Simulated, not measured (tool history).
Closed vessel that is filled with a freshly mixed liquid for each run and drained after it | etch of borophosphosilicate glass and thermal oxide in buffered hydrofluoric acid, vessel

run    day  temperature setpoint of the liquid (K)  parts of 40 % ammonium fluoride to one part of 49 % hydrofluoric acid (parts by volume)  time in the liquid (s)  thickness taken off the borophosphosilicate glass on a monitor wafer (Å)  thickness taken off the thermal oxide on a monitor wafer (Å)
  1      0                                  295.15                                                                                     19.5                      60                                                                    645.82                                                        293.17
  2   0.05                                  295.15                                                                                     19.5                      75                                                                    814.35                                                        365.77
  3  0.412                                  295.65                                                                                     19.5                      75                                                                    835.86                                                        376.28
  4  0.579                                  295.65                                                                                     19.5                      90                                                                    994.65                                                        451.03
  5  0.838                                  295.65                                                                                       14                      90                                                                    1383.7                                                        622.43
  6  1.188                                  294.15                                                                                     14.5                      90                                                                    1224.4                                                        553.25
  7  1.392                                  293.15                                                                                       15                      90                                                                    1115.4                                                        510.05
  8  1.462                                  292.65                                                                                     15.5                      90                                                                    1063.8                                                        475.55
  9  1.504                                  292.15                                                                                     15.5                      90                                                                    1045.3                                                        464.61

Run 10 comes next. What will it give?
 10  1.729                                  291.65                                                                                     15.5                      90                                                                         ?                                                             ?

Run 10 gave thickness taken off the borophosphosilicate glass on a monitor wafer (Å) 1003.4, thickness taken off the thermal oxide on a monitor wafer (Å) 450.17.

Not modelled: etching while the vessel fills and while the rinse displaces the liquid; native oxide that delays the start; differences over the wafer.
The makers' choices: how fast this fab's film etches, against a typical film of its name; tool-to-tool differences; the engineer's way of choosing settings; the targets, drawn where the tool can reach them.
